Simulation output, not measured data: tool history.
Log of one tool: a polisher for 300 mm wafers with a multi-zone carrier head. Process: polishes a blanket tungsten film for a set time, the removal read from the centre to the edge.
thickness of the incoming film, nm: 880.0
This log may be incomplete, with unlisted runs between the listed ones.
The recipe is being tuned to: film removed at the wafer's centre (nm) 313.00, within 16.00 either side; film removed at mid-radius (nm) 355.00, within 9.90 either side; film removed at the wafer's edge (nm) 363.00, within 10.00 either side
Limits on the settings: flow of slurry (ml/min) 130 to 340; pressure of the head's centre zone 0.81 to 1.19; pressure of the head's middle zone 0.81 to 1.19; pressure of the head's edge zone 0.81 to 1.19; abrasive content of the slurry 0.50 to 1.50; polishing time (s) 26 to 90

| run | hour | flow of slurry (ml/min) | pressure of the head's centre zone | pressure of the head's middle zone | pressure of the head's edge zone | abrasive content of the slurry | polishing time (s) | film removed at the wafer's centre (nm) | film removed at mid-radius (nm) | film removed at the wafer's edge (nm) |
|---|---|---|---|---|---|---|---|---|---|---|
| 1 | 0.0 | 220 | 1.00 | 1.00 | 1.00 | 1.00 | 58 | 264.13 | 275.52 | 276.74 |
| 2 | 1.1 | 225 | 1.00 | 1.01 | 1.03 | 1.10 | 59 | 276.49 | 292.01 | 297.49 |
| 3 | 8.0 | 225 | 1.00 | 1.01 | 1.03 | 1.10 | 70 | 328.07 | 346.75 | 345.74 |
| 4 | 15.1 | 225 | 1.00 | 1.01 | 1.03 | 1.20 | 70 | 337.20 | 358.04 | 366.34 |
| 5 | 17.0 | 250 | 1.00 | 1.01 | 1.03 | 1.20 | 70 | 346.50 | 365.42 | 363.98 |
| 6 | 23.8 | 245 | 0.99 | 1.01 | 1.03 | 1.20 | 70 | 343.71 | 364.83 | 368.95 |
| 7 | 32.5 | 240 | 0.98 | 1.01 | 1.03 | 1.20 | 70 | 332.86 | 360.05 | 367.35 |
| 8 | 35.1 | 235 | 0.97 | 1.01 | 1.03 | 1.20 | 70 | 336.93 | 361.84 | 367.45 |
| 9 | 37.2 | 230 | 0.96 | 1.01 | 1.03 | 1.20 | 70 | 326.60 | 361.10 | 363.01 |

Which one of the following 4 next-run settings gets every result inside its allowed miss? There is exactly one.
| A | 39.3 | 235 | 0.86 | 1.03 | 0.94 | 1.40 | 69 | ? | ? | ? |
| B | 39.3 | 180 | 0.92 | 1.00 | 1.02 | 1.20 | 72 | ? | ? | ? |
| C | 39.3 | 285 | 1.07 | 0.93 | 0.97 | 1.25 | 69 | ? | ? | ? |
| D | 39.3 | 230 | 0.97 | 1.09 | 0.96 | 1.10 | 74 | ? | ? | ? |

| move | film removed at the wafer's centre (nm) | film removed at mid-radius (nm) | film removed at the wafer's edge (nm) |
|---|---|---|---|
| A | 308.20 | 376.83 | 361.36 |
| B | 316.21 | 354.36 | 364.63 |
| C | 373.90 | 338.81 | 358.42 |
| D | 341.96 | 390.31 | 360.18 |
A: gets the furthest-off result to its target, but another result is out of tolerance
B: each result inside its tolerance
C: its largest miss is bigger than the last run's
D: its largest miss is bigger than the last run's
Correct choice: B, which meets every target

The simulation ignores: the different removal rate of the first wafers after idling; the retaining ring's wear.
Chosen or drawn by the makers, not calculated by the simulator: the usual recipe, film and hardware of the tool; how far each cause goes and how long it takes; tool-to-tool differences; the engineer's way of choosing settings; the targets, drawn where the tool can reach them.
